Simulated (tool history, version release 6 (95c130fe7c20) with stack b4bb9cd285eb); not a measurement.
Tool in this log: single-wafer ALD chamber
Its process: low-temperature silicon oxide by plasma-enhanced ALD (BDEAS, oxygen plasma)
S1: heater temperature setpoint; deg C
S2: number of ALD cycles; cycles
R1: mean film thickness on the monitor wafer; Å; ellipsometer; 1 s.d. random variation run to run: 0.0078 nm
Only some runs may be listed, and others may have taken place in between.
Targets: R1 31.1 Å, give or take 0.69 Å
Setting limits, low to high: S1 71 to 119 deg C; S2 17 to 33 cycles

run 1 hour=0 | S1=95 S2=25 | R1=34.808
run 2 hour=4.3 | S1=100 S2=25 | R1=34.324
run 3 hour=5.7 | S1=100 S2=26 | R1=35.62
run 4 hour=8.9 | S1=103 S2=25 | R1=34.01
run 5 hour=11.3 | S1=93 S2=25 | R1=35.071
run 6 hour=19.8 | S1=93 S2=27 | R1=37.693
run 7 hour=27.5 | S1=96 S2=26 | R1=36.089
run 8 hour=33.3 | S1=99 S2=25 | R1=34.457
run 9 hour=40.2 | S1=101 S2=24 | R1=32.908
run 10 hour=44 | S1=103 S2=24 | R1=32.76
run 11 hour=51.7 | S1=105 S2=24 | R1=32.616
run 12 hour=54.7 | S1=105 S2=24 | R1=32.651
run 13 hour=60.2 | S1=106 S2=24 | R1=32.528
run 14 hour=62 | S1=107 S2=24 | R1=32.494
run 15 hour=63.9 | S1=108 S2=24 | R1=32.461
run 16 hour=65 | S1=109 S2=24 | R1=32.441

Which one of the following 5 next-run settings gets every result inside its allowed miss? There is exactly one.
run A hour=66.1 | S1=102 S2=24 | R1=?
run B hour=66.1 | S1=113 S2=25 | R1=?
run C hour=66.1 | S1=109 S2=23 | R1=?
run D hour=66.1 | S1=119 S2=25 | R1=?
run E hour=66.1 | S1=103 S2=24 | R1=?

move=A R1=32.84
move=B R1=33.609
move=C R1=31.121
move=D R1=33.283
move=E R1=32.788
A: lands further from the targets than the last run did
B: lands further from the targets than the last run did
C: each result inside its tolerance
D: lands further from the targets than the last run did
E: lands further from the targets than the last run did
The move that meets every target is C.
